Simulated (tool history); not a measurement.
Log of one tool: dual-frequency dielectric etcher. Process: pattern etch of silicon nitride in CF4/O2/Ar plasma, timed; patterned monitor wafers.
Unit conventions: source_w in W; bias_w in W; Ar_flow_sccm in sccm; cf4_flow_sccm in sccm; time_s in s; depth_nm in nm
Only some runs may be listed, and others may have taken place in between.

run,hour,source_w,bias_w,Ar_flow_sccm,cf4_flow_sccm,time_s,depth_nm
1,0,580,57,120,80,21.5,47.905
2,0.7,590,57,120,80,21.5,48.486
3,5.7,590,57,133,80,21.5,47.681
4,8.1,610,57,133,80,21.5,48.981
5,12.3,620,57,133,80,21.5,49.3
6,19,620,57,133,86,21.5,49.682
7,20.1,630,57,133,86,21.5,50.407
8,22,640,57,133,86,21.5,50.661
9,27.2,640,57,133,86,21.5,50.891
10,30.1,650,57,133,86,21.5,51.568
11,31.6,650,57,133,86,21.5,51.276
# hour 35.5: Ar flow controller replaced
12,35.5,660,57,133,86,21.5,51.771
13,38,670,57,133,86,21.5,52.55

What will run 14 give?
14,40.9,680,57,133,86,21.5,?

depth_nm: 53.281 nm
